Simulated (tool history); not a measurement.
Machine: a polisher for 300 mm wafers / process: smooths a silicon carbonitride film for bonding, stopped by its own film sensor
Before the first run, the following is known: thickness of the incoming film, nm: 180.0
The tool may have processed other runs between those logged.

run	hour	flow of slurry (ml/min)	pressure of the wafer on the pad (psi)	speed of the pad under the wafer (m/s)	abrasive content of the slurry	target thickness at which the film sensor stops the polish (nm)	time until the film sensor stopped the polish (s)
1	0	140	2.4	1.06	1	147	107.78
2	8.8	140	2.6	1.08	1	147	98.756
3	9.5	140	2.8	1.1	1	147	93.298
4	14.7	140	2.8	1.1	1.15	147	83.785
5	19	140	3	1.12	1.15	147	77.986
6	21.1	140	3	1.12	1.15	146	80.74
7	28.8	140	3	1.12	1.15	146	79.867

Expected results for the next run?
8	36.6	140	3.1	1.14	1.15	146	?

time until the film sensor stopped the polish (s): 76.297

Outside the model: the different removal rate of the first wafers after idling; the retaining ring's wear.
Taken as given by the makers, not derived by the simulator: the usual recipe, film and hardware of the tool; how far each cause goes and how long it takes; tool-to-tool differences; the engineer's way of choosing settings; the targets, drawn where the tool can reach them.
